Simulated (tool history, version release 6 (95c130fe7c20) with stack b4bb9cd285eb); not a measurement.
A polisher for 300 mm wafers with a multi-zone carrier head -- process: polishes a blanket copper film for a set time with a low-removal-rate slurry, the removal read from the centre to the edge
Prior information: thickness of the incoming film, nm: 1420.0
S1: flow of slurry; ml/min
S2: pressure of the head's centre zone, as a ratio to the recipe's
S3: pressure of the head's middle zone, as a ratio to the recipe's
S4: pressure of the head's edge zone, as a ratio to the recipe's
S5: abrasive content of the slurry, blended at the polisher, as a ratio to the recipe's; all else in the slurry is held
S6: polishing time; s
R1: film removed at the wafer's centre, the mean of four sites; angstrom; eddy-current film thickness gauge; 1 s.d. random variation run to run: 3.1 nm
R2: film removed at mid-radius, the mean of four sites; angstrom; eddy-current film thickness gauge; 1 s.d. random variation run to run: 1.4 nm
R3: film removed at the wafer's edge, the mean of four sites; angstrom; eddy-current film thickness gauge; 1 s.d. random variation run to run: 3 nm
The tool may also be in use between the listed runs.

run 1 hour=0 | S1=225 S2=1 S3=1 S4=1 S5=1 S6=53 | R1=1926.8 R2=1985.8 R3=1987.9
run 2 hour=4 | S1=225 S2=1 S3=1 S4=1.07 S5=1 S6=53 | R1=1978.2 R2=1971.5 R3=1983.4
run 3 hour=8.7 | S1=230 S2=0.99 S3=0.96 S4=1.08 S5=1.1 S6=54 | R1=2023.4 R2=1997 R3=2120.6
run 4 hour=9.3 | S1=240 S2=1 S3=0.94 S4=1.09 S5=1.2 S6=54 | R1=2097.9 R2=2001 R3=2203
run 5 hour=12.8 | S1=250 S2=1.01 S3=0.94 S4=1.1 S5=1.25 S6=54 | R1=2180.4 R2=2041 R3=2227
-- hour=20.7 edge zone pressure recalibrated
run 6 hour=20.7 | S1=250 S2=1.01 S3=0.94 S4=1.15 S5=1.25 S6=54 | R1=2170.8 R2=2070.8 R3=2398.8
run 7 hour=26.8 | S1=255 S2=1.02 S3=0.94 S4=1.15 S5=1.25 S6=54 | R1=2214.7 R2=2072.5 R3=2396.1

Run 8 has not been measured yet. What should we expect?
run 8 hour=30.8 | S1=255 S2=1.02 S3=0.94 S4=1.15 S5=1.25 S6=54 | R1=? R2=? R3=?

Logged for run 8: R1 2179.6 angstrom, R2 2040.6 angstrom, R3 2371.3 angstrom.
